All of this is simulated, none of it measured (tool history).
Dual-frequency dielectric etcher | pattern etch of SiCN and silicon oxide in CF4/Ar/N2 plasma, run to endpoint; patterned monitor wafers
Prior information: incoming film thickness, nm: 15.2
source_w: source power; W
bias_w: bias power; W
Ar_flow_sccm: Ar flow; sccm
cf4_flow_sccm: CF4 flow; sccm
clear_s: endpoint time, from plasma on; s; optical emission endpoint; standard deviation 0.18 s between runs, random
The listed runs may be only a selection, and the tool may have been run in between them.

Run 1, hour 0: source_w 400 W, bias_w 66 W, Ar_flow_sccm 116 sccm, cf4_flow_sccm 55 sccm. Result: clear_s 21.656 s.
Run 2, hour 6.5: source_w 380 W, bias_w 66 W, Ar_flow_sccm 116 sccm, cf4_flow_sccm 55 sccm. Result: clear_s 22.999 s.
Run 3, hour 7: source_w 380 W, bias_w 66 W, Ar_flow_sccm 116 sccm, cf4_flow_sccm 52 sccm. Result: clear_s 23.296 s.
Run 4, hour 7.9: source_w 380 W, bias_w 66 W, Ar_flow_sccm 131 sccm, cf4_flow_sccm 52 sccm. Result: clear_s 23.7 s.
Run 5, hour 8.9: source_w 370 W, bias_w 66 W, Ar_flow_sccm 131 sccm, cf4_flow_sccm 52 sccm. Result: clear_s 24.374 s.
Run 6, hour 12.8: source_w 360 W, bias_w 66 W, Ar_flow_sccm 131 sccm, cf4_flow_sccm 52 sccm. Result: clear_s 25.261 s.

Forecast run 7:
Run 7, hour 17.2: source_w 280 W, bias_w 65 W, Ar_flow_sccm 131 sccm, cf4_flow_sccm 52 sccm. Result: clear_s ?.

{"run 7": {"clear_s": 34.349}}
